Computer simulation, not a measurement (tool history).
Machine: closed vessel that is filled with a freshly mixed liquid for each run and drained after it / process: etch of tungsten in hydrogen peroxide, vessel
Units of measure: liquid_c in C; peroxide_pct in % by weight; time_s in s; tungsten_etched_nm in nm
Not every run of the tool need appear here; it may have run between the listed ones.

run,day,liquid_c,peroxide_pct,time_s,tungsten_etched_nm
1,0,55,21.5,95,255.31
2,0.246,53,21.5,95,227.05
3,0.446,59,21.5,95,320.58
4,0.492,59,24.5,95,344.79
5,0.838,62,24.5,95,413.02
6,1.058,62,24.5,100,430.38
7,1.425,57.5,24.5,100,334.55

What will run 8 give?
8,1.504,54.5,24.5,100,?

Logged for run 8: tungsten_etched_nm 277.08 nm.

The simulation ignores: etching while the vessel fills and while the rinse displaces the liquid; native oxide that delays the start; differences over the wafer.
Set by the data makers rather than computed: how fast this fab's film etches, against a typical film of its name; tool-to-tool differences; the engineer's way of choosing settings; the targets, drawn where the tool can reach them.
